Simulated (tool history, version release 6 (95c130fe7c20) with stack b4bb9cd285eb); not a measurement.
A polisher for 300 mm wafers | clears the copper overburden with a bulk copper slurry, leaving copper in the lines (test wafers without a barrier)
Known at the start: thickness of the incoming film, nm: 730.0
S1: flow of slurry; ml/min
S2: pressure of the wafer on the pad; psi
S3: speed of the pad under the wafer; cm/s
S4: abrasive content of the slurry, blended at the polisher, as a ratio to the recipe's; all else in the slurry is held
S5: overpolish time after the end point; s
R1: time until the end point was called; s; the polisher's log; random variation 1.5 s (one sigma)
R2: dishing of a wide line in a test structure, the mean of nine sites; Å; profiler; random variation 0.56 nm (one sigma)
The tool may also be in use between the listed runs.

| run | hour | S1 | S2 | S3 | S4 | S5 | R1 | R2 |
|---|---|---|---|---|---|---|---|---|
| 1 | 0 | 235 | 1.7 | 94 | 1 | 10 | 146.99 | 365.6 |
| 2 | 1 | 225 | 1.7 | 94 | 1 | 12 | 146.32 | 419.07 |
| 3 | 5.3 | 225 | 1.7 | 94 | 0.85 | 12 | 151.96 | 410.35 |
| 4 | 13.7 | 225 | 1.7 | 94 | 0.7 | 12 | 156.1 | 404.55 |
| 5 | 21.5 | 225 | 1.7 | 80 | 0.7 | 12 | 181.77 | 348.12 |
| 6 | 27.9 | 225 | 1.3 | 80 | 0.7 | 12 | 212.41 | 297.38 |
| 7 | 35.4 | 225 | 1.4 | 80 | 0.7 | 12 | 208.36 | 316.24 |
| 8 | 42.1 | 225 | 1.5 | 80 | 0.7 | 12 | 197.34 | 325.22 |
| 9 | 43 | 225 | 1.6 | 80 | 0.7 | 12 | 190.44 | 337.21 |
| 10 | 51.9 | 225 | 1.7 | 80 | 0.7 | 12 | 181.05 | 343.73 |
| 11 | 54.2 | 225 | 1.8 | 80 | 0.7 | 12 | 179.13 | 366.65 |
| 12 | 61.4 | 225 | 1.9 | 80 | 0.7 | 12 | 171.51 | 376.15 |
| 13 | 63.7 | 225 | 2 | 80 | 0.7 | 12 | 164.07 | 384.94 |

Forecast run 14:
| 14 | 64.8 | 230 | 2.2 | 80 | 0.7 | 13 | ? | ? |

Run 14 gave R1 153.55 s, R2 439.46 Å.
